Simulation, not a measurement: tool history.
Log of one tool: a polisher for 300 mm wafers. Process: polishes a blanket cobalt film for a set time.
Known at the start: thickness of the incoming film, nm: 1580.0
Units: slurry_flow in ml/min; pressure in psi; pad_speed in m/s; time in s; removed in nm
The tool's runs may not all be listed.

run  hour  slurry_flow  pressure  pad_speed  time  removed
  1   0.0          205       2.5       1.22    43   266.70
  2   4.6          205       3.0       1.22    43   322.90
  3  11.3          205       2.7       1.22    43   287.50
  4  17.7          205       3.0       1.22    43   321.81
  5  25.7          205       3.0       1.22    43   323.50
  6  32.6          235       3.0       1.22    43   327.58
  7  35.4          235       2.7       1.22    43   295.49
  8  36.6          230       2.5       1.22    43   280.66

Run 9 comes next. What will it give?
  9  43.3          230       1.8       1.20    43        ?

Run 9 gave removed 196.53 nm.
